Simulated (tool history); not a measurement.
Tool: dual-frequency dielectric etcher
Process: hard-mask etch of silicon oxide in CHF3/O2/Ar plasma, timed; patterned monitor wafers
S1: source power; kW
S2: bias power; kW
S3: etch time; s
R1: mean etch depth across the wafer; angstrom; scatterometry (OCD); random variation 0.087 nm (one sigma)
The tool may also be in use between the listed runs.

run,day,S1,S2,S3,R1
1,0.000,0.540,0.130,14,269.44
2,0.188,0.570,0.131,14,277.17
3,0.221,0.570,0.118,14,264.70
4,0.288,0.570,0.108,14,253.78
5,0.650,0.600,0.110,14,262.16
6,0.775,0.630,0.112,14,268.82

Forecast run 7:
7,1.071,0.650,0.114,14,?

{"run 7": {"R1": 275.68}}
